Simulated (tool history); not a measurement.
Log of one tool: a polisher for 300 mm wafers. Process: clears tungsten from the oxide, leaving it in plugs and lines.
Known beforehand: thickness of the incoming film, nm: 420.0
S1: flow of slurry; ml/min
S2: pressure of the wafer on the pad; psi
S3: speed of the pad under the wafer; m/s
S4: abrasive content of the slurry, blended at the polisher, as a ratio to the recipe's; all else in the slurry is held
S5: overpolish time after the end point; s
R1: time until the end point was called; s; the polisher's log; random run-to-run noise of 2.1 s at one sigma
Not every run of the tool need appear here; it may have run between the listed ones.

run	hour	S1	S2	S3	S4	S5	R1
1	0.0	180	4.9	1.06	1.00	33	72.005
2	0.7	180	4.2	1.04	1.00	33	82.904
3	4.6	180	3.7	1.00	1.00	33	97.035
4	8.1	180	3.7	1.00	0.85	33	99.960
5	13.1	180	3.7	1.20	0.85	33	87.594
6	19.7	180	3.3	1.16	0.85	33	101.650

Predict the results of run 7:
7	26.8	180	3.3	1.16	0.85	33	?

Run 7 came out at R1 99.423 s.
